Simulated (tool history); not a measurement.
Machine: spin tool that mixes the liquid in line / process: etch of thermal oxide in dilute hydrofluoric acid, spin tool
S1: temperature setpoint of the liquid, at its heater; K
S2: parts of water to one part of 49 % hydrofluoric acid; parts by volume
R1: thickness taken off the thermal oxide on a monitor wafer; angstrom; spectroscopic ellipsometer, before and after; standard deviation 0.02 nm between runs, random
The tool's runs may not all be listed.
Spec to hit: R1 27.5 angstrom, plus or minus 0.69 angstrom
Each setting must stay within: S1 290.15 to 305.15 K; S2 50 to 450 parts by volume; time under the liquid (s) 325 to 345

{"run": 1, "hour": 0.0, "S1": 297.15, "S2": 250, "time under the liquid (s)": 325, "R1": 56.615}
{"run": 2, "hour": 7.7, "S1": 297.15, "S2": 190, "time under the liquid (s)": 325, "R1": 79.59}
{"run": 3, "hour": 11.9, "S1": 297.15, "S2": 260, "time under the liquid (s)": 325, "R1": 54.616}
{"run": 4, "hour": 18.3, "S1": 296.65, "S2": 270, "time under the liquid (s)": 325, "R1": 51.78}
{"run": 5, "hour": 26.2, "S1": 296.65, "S2": 325, "time under the liquid (s)": 325, "R1": 40.543}
{"run": 6, "hour": 30.8, "S1": 296.15, "S2": 330, "time under the liquid (s)": 325, "R1": 38.593}
{"run": 7, "hour": 32.5, "S1": 295.65, "S2": 335, "time under the liquid (s)": 325, "R1": 37.056}
{"run": 8, "hour": 40.7, "S1": 295.15, "S2": 340, "time under the liquid (s)": 325, "R1": 35.561}
{"run": 9, "hour": 43.3, "S1": 294.65, "S2": 340, "time under the liquid (s)": 325, "R1": 34.896}
{"run": 10, "hour": 45.0, "S1": 294.65, "S2": 340, "time under the liquid (s)": 325, "R1": 35.1}
{"run": 11, "hour": 50.1, "S1": 294.15, "S2": 345, "time under the liquid (s)": 325, "R1": 33.93}
{"run": 12, "hour": 54.8, "S1": 293.65, "S2": 345, "time under the liquid (s)": 325, "R1": 33.587}
{"run": 13, "hour": 59.2, "S1": 293.15, "S2": 350, "time under the liquid (s)": 325, "R1": 31.966}
{"run": 14, "hour": 67.8, "S1": 292.65, "S2": 350, "time under the liquid (s)": 325, "R1": 31.701}
{"run": 15, "hour": 70.1, "S1": 292.65, "S2": 350, "time under the liquid (s)": 325, "R1": 31.63}
{"run": 16, "hour": 76.3, "S1": 291.15, "S2": 360, "time under the liquid (s)": 325, "R1": 29.06}

Below are 4 possible settings for the next run. Only one of them brings all results inside the allowed miss of their targets. Which is it?
{"run": "A", "hour": 82.5, "S1": 291.15, "S2": 385, "time under the liquid (s)": 340, "R1": "?"}
{"run": "B", "hour": 82.5, "S1": 291.65, "S2": 370, "time under the liquid (s)": 340, "R1": "?"}
{"run": "C", "hour": 82.5, "S1": 290.15, "S2": 340, "time under the liquid (s)": 325, "R1": "?"}
{"run": "D", "hour": 82.5, "S1": 290.65, "S2": 355, "time under the liquid (s)": 325, "R1": "?"}

move=A R1=27.77
move=B R1=29.778
move=C R1=30.049
move=D R1=28.962
A: each result inside its tolerance
B: the biggest miss grows against the last run
C: the biggest miss grows against the last run
D: an improvement on the last run, though not all results are within tolerance
So the answer is move A, the one that meets all the targets.
